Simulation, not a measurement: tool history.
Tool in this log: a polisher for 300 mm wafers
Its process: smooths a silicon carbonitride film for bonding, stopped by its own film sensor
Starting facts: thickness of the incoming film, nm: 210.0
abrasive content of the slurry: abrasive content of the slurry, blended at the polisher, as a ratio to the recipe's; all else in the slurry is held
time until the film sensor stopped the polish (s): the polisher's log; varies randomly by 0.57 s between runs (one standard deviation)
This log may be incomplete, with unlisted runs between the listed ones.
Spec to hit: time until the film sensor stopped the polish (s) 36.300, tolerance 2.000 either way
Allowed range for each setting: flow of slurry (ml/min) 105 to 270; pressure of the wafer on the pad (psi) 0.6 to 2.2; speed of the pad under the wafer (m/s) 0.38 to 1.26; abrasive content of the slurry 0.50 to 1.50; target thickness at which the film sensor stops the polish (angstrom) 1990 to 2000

run,hour,flow of slurry (ml/min),pressure of the wafer on the pad (psi),speed of the pad under the wafer (m/s),abrasive content of the slurry,target thickness at which the film sensor stops the polish (angstrom),time until the film sensor stopped the polish (s)
1,0.0,175,1.4,0.82,1.00,1990,63.352
2,3.4,175,1.1,0.82,1.00,1990,78.935
3,5.3,175,1.4,0.84,1.00,1990,63.983
4,10.6,200,1.4,0.84,1.00,1990,62.752
5,14.2,200,1.6,0.86,1.00,1990,56.140
6,17.9,200,1.6,0.86,1.20,1990,51.297
7,20.4,200,1.7,0.88,1.20,1990,48.545
8,27.4,200,1.8,0.90,1.20,1990,44.997
9,32.6,200,1.9,0.92,1.20,1990,43.120

Exactly one of the 5 candidate moves below puts every result within its allowed miss. Which one?
A,37.8,210,1.6,0.92,1.35,1990,?
B,37.8,225,1.8,0.98,1.25,1990,?
C,37.8,220,1.9,1.04,1.10,2000,?
D,37.8,210,2.0,0.98,1.10,1990,?
E,37.8,200,2.0,0.74,1.30,2000,?

move,time until the film sensor stopped the polish (s)
A,45.883
B,40.850
C,36.070
D,39.745
E,40.855
A: moves away from the targets compared with the last run
B: moves toward the targets from the last run without getting all of them in spec
C: each result inside its tolerance
D: moves toward the targets from the last run without getting all of them in spec
E: moves toward the targets from the last run without getting all of them in spec
The move that meets every target is C.
